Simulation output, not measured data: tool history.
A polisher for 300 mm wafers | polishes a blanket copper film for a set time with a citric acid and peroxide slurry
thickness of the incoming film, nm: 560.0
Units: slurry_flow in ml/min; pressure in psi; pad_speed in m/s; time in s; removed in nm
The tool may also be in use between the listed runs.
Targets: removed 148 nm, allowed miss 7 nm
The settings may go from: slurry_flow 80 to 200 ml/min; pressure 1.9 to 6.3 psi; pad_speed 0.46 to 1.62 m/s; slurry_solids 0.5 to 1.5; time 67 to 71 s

{"run": 1, "hour": 0.0, "slurry_flow": 130, "pressure": 4.1, "pad_speed": 1.04, "slurry_solids": 1, "time": 67, "removed": 214.42}
{"run": 2, "hour": 4.1, "slurry_flow": 130, "pressure": 4.1, "pad_speed": 1.04, "slurry_solids": 0.9, "time": 67, "removed": 215.99}
{"run": 3, "hour": 7.6, "slurry_flow": 150, "pressure": 4.1, "pad_speed": 1.04, "slurry_solids": 0.9, "time": 67, "removed": 227.49}
{"run": 4, "hour": 11.2, "slurry_flow": 140, "pressure": 3.7, "pad_speed": 1.04, "slurry_solids": 0.9, "time": 67, "removed": 200.37}
{"run": 5, "hour": 12.7, "slurry_flow": 140, "pressure": 3.7, "pad_speed": 0.94, "slurry_solids": 0.9, "time": 67, "removed": 180.26}
{"run": 6, "hour": 15.4, "slurry_flow": 140, "pressure": 3.7, "pad_speed": 0.94, "slurry_solids": 0.75, "time": 67, "removed": 174.17}
{"hour": 16.3, "done": "slurry nozzle cleaned"}
{"run": 7, "hour": 16.3, "slurry_flow": 130, "pressure": 3.6, "pad_speed": 0.94, "slurry_solids": 0.75, "time": 67, "removed": 172.93}
{"run": 8, "hour": 21.3, "slurry_flow": 130, "pressure": 3.4, "pad_speed": 0.94, "slurry_solids": 0.75, "time": 67, "removed": 161.8}
{"run": 9, "hour": 24.8, "slurry_flow": 125, "pressure": 3.3, "pad_speed": 0.94, "slurry_solids": 0.75, "time": 67, "removed": 156.37}

4 next moves are on the table. One of them brings every result within its allowed miss. Which?
{"run": "A", "hour": 28.3, "slurry_flow": 125, "pressure": 3.6, "pad_speed": 0.88, "slurry_solids": 0.7, "time": 70, "removed": "?"}
{"run": "B", "hour": 28.3, "slurry_flow": 115, "pressure": 3.1, "pad_speed": 1.04, "slurry_solids": 0.9, "time": 67, "removed": "?"}
{"run": "C", "hour": 28.3, "slurry_flow": 105, "pressure": 3, "pad_speed": 0.98, "slurry_solids": 0.8, "time": 67, "removed": "?"}
{"run": "D", "hour": 28.3, "slurry_flow": 130, "pressure": 2.9, "pad_speed": 1.08, "slurry_solids": 0.7, "time": 71, "removed": "?"}

move=A removed=164.1
move=B removed=164.59
move=C removed=144.35
move=D removed=165.26
A: further off than the last run
B: further off than the last run
C: meets every target
D: further off than the last run
Move C is the one to make.

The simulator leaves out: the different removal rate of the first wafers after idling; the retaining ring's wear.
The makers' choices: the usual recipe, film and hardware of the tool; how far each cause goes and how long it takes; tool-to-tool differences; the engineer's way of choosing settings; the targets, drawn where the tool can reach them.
